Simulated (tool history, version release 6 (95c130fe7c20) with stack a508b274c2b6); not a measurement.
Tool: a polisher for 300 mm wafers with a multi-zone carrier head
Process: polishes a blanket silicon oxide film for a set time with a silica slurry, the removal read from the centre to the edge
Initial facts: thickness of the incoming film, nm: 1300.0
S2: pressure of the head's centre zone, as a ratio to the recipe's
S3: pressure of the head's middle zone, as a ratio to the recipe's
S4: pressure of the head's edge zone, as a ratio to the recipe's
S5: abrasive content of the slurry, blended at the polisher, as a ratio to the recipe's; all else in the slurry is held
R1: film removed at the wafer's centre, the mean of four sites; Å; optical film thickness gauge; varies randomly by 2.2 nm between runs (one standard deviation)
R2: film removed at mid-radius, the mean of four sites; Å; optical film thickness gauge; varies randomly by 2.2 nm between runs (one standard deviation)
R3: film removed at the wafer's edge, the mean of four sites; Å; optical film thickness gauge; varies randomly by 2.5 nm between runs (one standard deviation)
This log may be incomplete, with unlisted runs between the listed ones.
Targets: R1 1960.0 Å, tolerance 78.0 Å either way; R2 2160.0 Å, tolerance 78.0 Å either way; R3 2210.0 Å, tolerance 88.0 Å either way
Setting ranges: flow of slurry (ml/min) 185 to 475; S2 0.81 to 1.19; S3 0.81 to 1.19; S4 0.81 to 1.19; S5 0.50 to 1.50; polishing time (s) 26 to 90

run 1 hour=0.0 | flow_of_slurry_(ml/min)=305 S2=1.00 S3=1.00 S4=1.00 S5=1.00 polishing_time_(s)=58 | R1=2773.8 R2=2748.1 R3=2740.0
run 2 hour=3.8 | flow_of_slurry_(ml/min)=300 S2=0.97 S3=0.98 S4=0.98 S5=0.90 polishing_time_(s)=58 | R1=2507.7 R2=2498.8 R3=2617.4
run 3 hour=4.4 | flow_of_slurry_(ml/min)=225 S2=0.97 S3=0.98 S4=0.98 S5=0.90 polishing_time_(s)=58 | R1=2385.9 R2=2483.8 R3=2457.9
run 4 hour=11.1 | flow_of_slurry_(ml/min)=215 S2=0.95 S3=0.97 S4=0.96 S5=0.90 polishing_time_(s)=58 | R1=2312.1 R2=2433.6 R3=2417.2
run 5 hour=18.0 | flow_of_slurry_(ml/min)=210 S2=0.93 S3=0.96 S4=0.95 S5=0.90 polishing_time_(s)=58 | R1=2254.4 R2=2401.6 R3=2409.4
run 6 hour=26.0 | flow_of_slurry_(ml/min)=205 S2=0.92 S3=0.95 S4=0.94 S5=0.90 polishing_time_(s)=58 | R1=2190.4 R2=2363.3 R3=2403.1
run 7 hour=26.6 | flow_of_slurry_(ml/min)=200 S2=0.91 S3=0.95 S4=0.93 S5=0.90 polishing_time_(s)=58 | R1=2197.8 R2=2344.1 R3=2388.2
run 8 hour=33.7 | flow_of_slurry_(ml/min)=195 S2=0.90 S3=0.95 S4=0.92 S5=0.90 polishing_time_(s)=58 | R1=2154.3 R2=2316.6 R3=2394.9
run 9 hour=38.3 | flow_of_slurry_(ml/min)=195 S2=0.90 S3=0.95 S4=0.92 S5=0.85 polishing_time_(s)=58 | R1=2076.3 R2=2305.9 R3=2309.5
-- hour=41.3 slurry nozzle cleaned
run 10 hour=41.3 | flow_of_slurry_(ml/min)=195 S2=0.90 S3=0.94 S4=0.91 S5=0.85 polishing_time_(s)=58 | R1=2220.3 R2=2335.5 R3=2384.5
run 11 hour=44.4 | flow_of_slurry_(ml/min)=195 S2=0.89 S3=0.94 S4=0.91 S5=0.80 polishing_time_(s)=58 | R1=2093.2 R2=2240.3 R3=2306.3
run 12 hour=48.8 | flow_of_slurry_(ml/min)=195 S2=0.88 S3=0.94 S4=0.91 S5=0.80 polishing_time_(s)=58 | R1=2058.8 R2=2268.5 R3=2261.3
run 13 hour=53.2 | flow_of_slurry_(ml/min)=195 S2=0.87 S3=0.93 S4=0.91 S5=0.80 polishing_time_(s)=58 | R1=2045.7 R2=2242.3 R3=2313.6

Exactly one of the 4 candidate moves below puts every result within its allowed miss. Which one?
run A hour=57.6 | flow_of_slurry_(ml/min)=200 S2=0.81 S3=0.92 S4=0.97 S5=0.85 polishing_time_(s)=56 | R1=? R2=? R3=?
run B hour=57.6 | flow_of_slurry_(ml/min)=185 S2=0.96 S3=1.00 S4=0.91 S5=1.10 polishing_time_(s)=46 | R1=? R2=? R3=?
run C hour=57.6 | flow_of_slurry_(ml/min)=205 S2=0.87 S3=0.94 S4=0.94 S5=0.75 polishing_time_(s)=58 | R1=? R2=? R3=?
run D hour=57.6 | flow_of_slurry_(ml/min)=185 S2=0.88 S3=0.98 S4=0.86 S5=0.80 polishing_time_(s)=59 | R1=? R2=? R3=?

move=A R1=1945.6 R2=2231.6 R3=2360.1
move=B R1=2167.3 R2=2245.6 R3=2153.6
move=C R1=2003.2 R2=2174.9 R3=2224.5
move=D R1=2123.7 R2=2363.1 R3=2246.2
A: the biggest miss grows against the last run
B: gets the furthest-off result to its target, but another result is out of tolerance
C: all results in spec
D: gets the furthest-off result to its target, but another result is out of tolerance
Answer: C

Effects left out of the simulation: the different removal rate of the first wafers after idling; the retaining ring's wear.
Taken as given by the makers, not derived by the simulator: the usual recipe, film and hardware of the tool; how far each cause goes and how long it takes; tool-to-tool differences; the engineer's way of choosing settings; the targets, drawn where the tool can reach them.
